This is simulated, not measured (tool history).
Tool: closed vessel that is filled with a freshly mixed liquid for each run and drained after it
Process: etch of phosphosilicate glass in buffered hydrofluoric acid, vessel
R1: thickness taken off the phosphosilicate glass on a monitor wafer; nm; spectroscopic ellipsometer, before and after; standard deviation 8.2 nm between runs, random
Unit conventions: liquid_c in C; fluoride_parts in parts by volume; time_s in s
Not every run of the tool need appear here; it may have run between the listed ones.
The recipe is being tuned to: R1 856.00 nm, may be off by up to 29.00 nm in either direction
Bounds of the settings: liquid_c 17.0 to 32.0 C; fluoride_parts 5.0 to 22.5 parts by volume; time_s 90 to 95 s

{"run": 1, "day": 0.0, "liquid_c": 24.0, "fluoride_parts": 13.5, "time_s": 90, "R1": 494.5}
{"run": 2, "day": 0.192, "liquid_c": 24.0, "fluoride_parts": 13.5, "time_s": 90, "R1": 503.48}
{"run": 3, "day": 0.317, "liquid_c": 24.0, "fluoride_parts": 13.5, "time_s": 95, "R1": 533.86}
{"run": 4, "day": 0.412, "liquid_c": 26.5, "fluoride_parts": 13.0, "time_s": 95, "R1": 617.69}
{"run": 5, "day": 0.704, "liquid_c": 26.5, "fluoride_parts": 13.0, "time_s": 90, "R1": 605.33}
{"run": 6, "day": 1.067, "liquid_c": 28.5, "fluoride_parts": 13.0, "time_s": 90, "R1": 659.08}
{"run": 7, "day": 1.35, "liquid_c": 28.5, "fluoride_parts": 13.0, "time_s": 90, "R1": 666.66}
{"run": 8, "day": 1.654, "liquid_c": 28.5, "fluoride_parts": 13.0, "time_s": 90, "R1": 670.75}
{"run": 9, "day": 1.9, "liquid_c": 29.5, "fluoride_parts": 13.0, "time_s": 90, "R1": 691.36}
{"run": 10, "day": 2.238, "liquid_c": 30.5, "fluoride_parts": 12.5, "time_s": 90, "R1": 779.69}
{"run": 11, "day": 2.396, "liquid_c": 30.5, "fluoride_parts": 12.5, "time_s": 90, "R1": 750.58}
{"run": 12, "day": 2.479, "liquid_c": 31.0, "fluoride_parts": 12.0, "time_s": 90, "R1": 811.39}

Consider the 4 candidate settings below. Which is the only one whose results all fall within their allowed miss of target?
{"run": "A", "day": 2.562, "liquid_c": 31.0, "fluoride_parts": 13.5, "time_s": 95, "R1": "?"}
{"run": "B", "day": 2.562, "liquid_c": 29.5, "fluoride_parts": 11.0, "time_s": 95, "R1": "?"}
{"run": "C", "day": 2.562, "liquid_c": 30.5, "fluoride_parts": 12.0, "time_s": 90, "R1": "?"}
{"run": "D", "day": 2.562, "liquid_c": 30.5, "fluoride_parts": 12.5, "time_s": 90, "R1": "?"}

move=A R1=755.07
move=B R1=852.38
move=C R1=781.84
move=D R1=751.31
A: its largest miss is bigger than the last run's
B: meets every target
C: its largest miss is bigger than the last run's
D: its largest miss is bigger than the last run's
Move B is the one to make.
